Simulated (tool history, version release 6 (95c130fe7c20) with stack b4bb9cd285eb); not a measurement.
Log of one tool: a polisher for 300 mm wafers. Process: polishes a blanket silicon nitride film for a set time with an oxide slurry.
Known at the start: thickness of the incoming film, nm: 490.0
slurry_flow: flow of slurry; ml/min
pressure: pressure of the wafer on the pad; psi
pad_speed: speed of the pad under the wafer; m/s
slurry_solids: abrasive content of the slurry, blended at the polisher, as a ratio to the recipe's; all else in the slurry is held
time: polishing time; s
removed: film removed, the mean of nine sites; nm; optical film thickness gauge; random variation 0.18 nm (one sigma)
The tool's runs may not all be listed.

Run 1, hour 0.0: slurry_flow 310 ml/min, pressure 3.4 psi, pad_speed 1.16 m/s, slurry_solids 1.00, time 51 s. Result: removed 32.483 nm.
Run 2, hour 6.7: slurry_flow 310 ml/min, pressure 3.8 psi, pad_speed 1.16 m/s, slurry_solids 1.00, time 51 s. Result: removed 34.984 nm.
Run 3, hour 13.6: slurry_flow 310 ml/min, pressure 3.5 psi, pad_speed 1.14 m/s, slurry_solids 1.00, time 51 s. Result: removed 32.633 nm.
Run 4, hour 20.9: slurry_flow 310 ml/min, pressure 3.5 psi, pad_speed 1.14 m/s, slurry_solids 0.85, time 51 s. Result: removed 30.531 nm.
Run 5, hour 27.6: slurry_flow 310 ml/min, pressure 3.1 psi, pad_speed 1.14 m/s, slurry_solids 0.85, time 51 s. Result: removed 27.663 nm.
Run 6, hour 31.9: slurry_flow 310 ml/min, pressure 2.9 psi, pad_speed 1.14 m/s, slurry_solids 0.85, time 51 s. Result: removed 26.051 nm.
Run 7, hour 32.5: slurry_flow 310 ml/min, pressure 1.9 psi, pad_speed 1.12 m/s, slurry_solids 0.85, time 51 s. Result: removed 20.415 nm.

Forecast run 8:
Run 8, hour 35.3: slurry_flow 310 ml/min, pressure 1.9 psi, pad_speed 1.12 m/s, slurry_solids 0.85, time 51 s. Result: removed ?.

Run 8 gave removed 20.301 nm.

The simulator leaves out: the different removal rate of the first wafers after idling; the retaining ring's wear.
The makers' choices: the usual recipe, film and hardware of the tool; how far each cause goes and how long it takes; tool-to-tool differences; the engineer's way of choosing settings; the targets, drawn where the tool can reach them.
